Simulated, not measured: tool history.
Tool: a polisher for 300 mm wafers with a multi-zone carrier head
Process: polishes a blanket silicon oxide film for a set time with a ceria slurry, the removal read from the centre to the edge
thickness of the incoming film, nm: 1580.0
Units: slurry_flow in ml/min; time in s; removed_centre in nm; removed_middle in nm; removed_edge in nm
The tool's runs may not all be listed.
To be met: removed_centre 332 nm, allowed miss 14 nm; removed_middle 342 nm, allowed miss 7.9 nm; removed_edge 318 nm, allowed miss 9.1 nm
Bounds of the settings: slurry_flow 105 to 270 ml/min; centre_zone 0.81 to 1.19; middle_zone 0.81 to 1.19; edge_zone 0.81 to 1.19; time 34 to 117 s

run	hour	slurry_flow	centre_zone	middle_zone	edge_zone	time	removed_centre	removed_middle	removed_edge
1	0	175	1	1	1	75	459.48	446.03	453.89
2	4.7	170	0.99	1	0.96	70	417.09	410	413.57
3	11.8	170	0.99	1	1.01	70	413.41	416.55	429.07
4	20.1	170	0.99	1	1.01	81	482.68	485.43	490.02
# hour 26.6: worn pad replaced by a new one
5	26.6	165	0.98	1.01	0.96	75	471	489.94	485.54
6	30.6	195	0.99	1.05	1.01	70	472.62	478.09	479.65
7	32.8	170	0.99	1.03	0.96	67	441.71	449.26	438.6
8	38.8	155	0.99	1.01	0.92	63	397.77	406.56	396.14
9	45.6	140	0.99	1	0.89	60	373.54	372.09	364.42
10	53.8	135	0.99	1	0.87	58	355.72	360.63	352.56
11	62.6	135	0.99	1	0.87	58	353.91	362.73	348.77
12	64	130	0.99	1	0.85	57	346.54	349.77	339.91
13	70.8	130	0.99	1.01	0.84	56	337.38	343.46	335.01

5 next moves are on the table. One of them brings every result within its allowed miss. Which?
A	77.6	125	0.98	0.95	0.88	57	?	?	?
B	77.6	160	0.98	1.04	0.85	52	?	?	?
C	77.6	115	1.02	0.95	1.05	58	?	?	?
D	77.6	115	1.1	1.19	0.82	56	?	?	?
E	77.6	130	1.19	1.16	0.82	51	?	?	?

move	removed_centre	removed_middle	removed_edge
A	343.63	338.99	344.71
B	334.82	344.44	323.39
C	354.29	336.73	368.67
D	369.51	369.67	324.36
E	378.66	342.9	302.55
A: further off than the last run
B: meets every target
C: further off than the last run
D: brings the result that was furthest off to its target, and leaves another outside
E: takes the result that was furthest off past its target
Move B is the one to make.
